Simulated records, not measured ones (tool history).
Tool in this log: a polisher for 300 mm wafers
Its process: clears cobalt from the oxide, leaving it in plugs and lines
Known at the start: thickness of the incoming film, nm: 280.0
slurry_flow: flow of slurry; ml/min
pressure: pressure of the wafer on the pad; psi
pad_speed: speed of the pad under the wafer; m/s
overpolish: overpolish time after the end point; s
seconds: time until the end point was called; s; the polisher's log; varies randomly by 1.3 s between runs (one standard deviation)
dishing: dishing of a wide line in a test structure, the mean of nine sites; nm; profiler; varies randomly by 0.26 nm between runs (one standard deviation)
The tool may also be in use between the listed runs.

run    day  slurry_flow  pressure  pad_speed  overpolish  seconds  dishing
  1  0.000          155       1.8       0.86          24   73.338   51.659
  2  0.342          155       1.8       0.86          16   74.931   40.008
  3  0.392          140       1.8       0.86          16   74.222   39.784
  4  0.758          140       1.8       0.86           7   76.434   20.855
  5  0.946          140       1.8       0.98           7   66.408   22.509
  6  1.212          140       1.7       0.96           8   72.362   24.541
  7  1.442          130       1.5       0.92           7   86.693   18.888
  8  1.608          130       1.5       0.92           7   83.892   18.530
  9  1.825          145       1.5       0.90           7   83.303   18.453
     1.942  -- head pressure recalibrated
 10  1.942          135       1.6       0.88           8   88.690   19.630

Forecast run 11:
 11  2.188          140       1.6       0.88           9        ?        ?

Run 11 yielded seconds 88.884 s, dishing 21.685 nm.
